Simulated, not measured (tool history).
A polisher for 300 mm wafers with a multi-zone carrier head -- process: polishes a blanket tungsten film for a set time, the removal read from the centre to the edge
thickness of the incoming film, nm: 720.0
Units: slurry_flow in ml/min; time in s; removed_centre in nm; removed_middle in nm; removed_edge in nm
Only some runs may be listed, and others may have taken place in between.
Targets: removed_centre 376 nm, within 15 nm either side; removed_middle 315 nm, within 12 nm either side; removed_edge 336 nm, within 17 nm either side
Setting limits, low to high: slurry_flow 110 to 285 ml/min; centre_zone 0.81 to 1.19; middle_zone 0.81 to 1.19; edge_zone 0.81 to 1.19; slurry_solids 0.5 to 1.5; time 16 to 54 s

run 1 hour=0 | slurry_flow=180 centre_zone=1 middle_zone=1 edge_zone=1 slurry_solids=1 time=35 | removed_centre=264.13 removed_middle=272.17 removed_edge=273.37
run 2 hour=6.4 | slurry_flow=180 centre_zone=1 middle_zone=1.04 edge_zone=1 slurry_solids=1 time=35 | removed_centre=264.53 removed_middle=281.78 removed_edge=275.97
run 3 hour=13.7 | slurry_flow=180 centre_zone=1 middle_zone=1.04 edge_zone=1 slurry_solids=1 time=41 | removed_centre=309.99 removed_middle=330.27 removed_edge=314.7
run 4 hour=17.3 | slurry_flow=180 centre_zone=1 middle_zone=1.08 edge_zone=1 slurry_solids=1 time=41 | removed_centre=310.75 removed_middle=338.73 removed_edge=316.12
run 5 hour=25 | slurry_flow=160 centre_zone=1 middle_zone=1.08 edge_zone=1 slurry_solids=1 time=41 | removed_centre=301.69 removed_middle=336.67 removed_edge=311.1
run 6 hour=29.7 | slurry_flow=160 centre_zone=1 middle_zone=0.99 edge_zone=1 slurry_solids=1 time=41 | removed_centre=295.77 removed_middle=310.56 removed_edge=322.56
run 7 hour=31.4 | slurry_flow=185 centre_zone=1.03 middle_zone=0.97 edge_zone=1 slurry_solids=1 time=41 | removed_centre=320.93 removed_middle=312.88 removed_edge=325.22
run 8 hour=32.4 | slurry_flow=200 centre_zone=1.05 middle_zone=0.96 edge_zone=1 slurry_solids=1 time=41 | removed_centre=322.67 removed_middle=310.19 removed_edge=322.34
run 9 hour=33.9 | slurry_flow=210 centre_zone=1.09 middle_zone=0.95 edge_zone=1.01 slurry_solids=1.05 time=41 | removed_centre=348.5 removed_middle=321.22 removed_edge=329.62
run 10 hour=34.7 | slurry_flow=215 centre_zone=1.11 middle_zone=0.93 edge_zone=1.01 slurry_solids=1.05 time=41 | removed_centre=355.12 removed_middle=311.58 removed_edge=330.1

Which one of the following 5 next-run settings gets every result inside its allowed miss? There is exactly one.
run A hour=35.5 | slurry_flow=240 centre_zone=1.14 middle_zone=0.89 edge_zone=0.97 slurry_solids=1.15 time=41 | removed_centre=? removed_middle=? removed_edge=?
run B hour=35.5 | slurry_flow=220 centre_zone=1.08 middle_zone=0.98 edge_zone=1.01 slurry_solids=1.1 time=39 | removed_centre=? removed_middle=? removed_edge=?
run C hour=35.5 | slurry_flow=195 centre_zone=1.1 middle_zone=0.92 edge_zone=1.1 slurry_solids=1.2 time=41 | removed_centre=? removed_middle=? removed_edge=?
run D hour=35.5 | slurry_flow=180 centre_zone=1.03 middle_zone=0.91 edge_zone=1.04 slurry_solids=1.1 time=41 | removed_centre=? removed_middle=? removed_edge=?
run E hour=35.5 | slurry_flow=185 centre_zone=1.09 middle_zone=0.98 edge_zone=1.05 slurry_solids=1.05 time=41 | removed_centre=? removed_middle=? removed_edge=?

move=A removed_centre=369.26 removed_middle=306.36 removed_edge=341.94
move=B removed_centre=329.09 removed_middle=309.66 removed_edge=325.63
move=C removed_centre=350.61 removed_middle=308.89 removed_edge=359.19
move=D removed_centre=321.93 removed_middle=297.2 removed_edge=340.16
move=E removed_centre=335.94 removed_middle=314.59 removed_edge=339.4
A: all results in spec
B: lands further from the targets than the last run did
C: lands further from the targets than the last run did
D: lands further from the targets than the last run did
E: lands further from the targets than the last run did
So the answer is move A, the one that meets all the targets.

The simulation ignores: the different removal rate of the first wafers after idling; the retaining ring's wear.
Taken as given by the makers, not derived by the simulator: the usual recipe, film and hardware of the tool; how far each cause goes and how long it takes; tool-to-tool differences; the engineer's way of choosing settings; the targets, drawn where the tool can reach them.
